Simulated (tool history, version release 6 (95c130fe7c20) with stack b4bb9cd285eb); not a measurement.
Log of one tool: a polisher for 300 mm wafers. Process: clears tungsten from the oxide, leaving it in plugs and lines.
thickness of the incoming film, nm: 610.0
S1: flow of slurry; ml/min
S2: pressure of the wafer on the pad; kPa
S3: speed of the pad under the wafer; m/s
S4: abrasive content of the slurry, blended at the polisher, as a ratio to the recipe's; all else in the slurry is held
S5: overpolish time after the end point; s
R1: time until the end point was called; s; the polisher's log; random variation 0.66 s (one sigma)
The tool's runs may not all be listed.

{"run": 1, "hour": 0.0, "S1": 260, "S2": 24.8, "S3": 1.32, "S4": 1, "S5": 15, "R1": 94.527}
{"run": 2, "hour": 2.7, "S1": 260, "S2": 26.2, "S3": 1.32, "S4": 1, "S5": 15, "R1": 91.933}
{"run": 3, "hour": 8.1, "S1": 260, "S2": 26.2, "S3": 1.44, "S4": 1, "S5": 15, "R1": 85.527}
{"run": 4, "hour": 9.1, "S1": 260, "S2": 27.6, "S3": 1.44, "S4": 1, "S5": 15, "R1": 78.985}
{"run": 5, "hour": 15.2, "S1": 260, "S2": 28.3, "S3": 1.44, "S4": 1, "S5": 15, "R1": 77.346}
{"run": 6, "hour": 22.7, "S1": 260, "S2": 29, "S3": 1.44, "S4": 1, "S5": 15, "R1": 76.328}
{"run": 7, "hour": 31.3, "S1": 260, "S2": 29.6, "S3": 1.44, "S4": 1, "S5": 15, "R1": 75.659}

The next listed run, before its measurement:
{"run": 8, "hour": 39.9, "S1": 260, "S2": 30.3, "S3": 1.44, "S4": 1, "S5": 15, "R1": "?"}

{"run 8": {"R1": 72.268}}

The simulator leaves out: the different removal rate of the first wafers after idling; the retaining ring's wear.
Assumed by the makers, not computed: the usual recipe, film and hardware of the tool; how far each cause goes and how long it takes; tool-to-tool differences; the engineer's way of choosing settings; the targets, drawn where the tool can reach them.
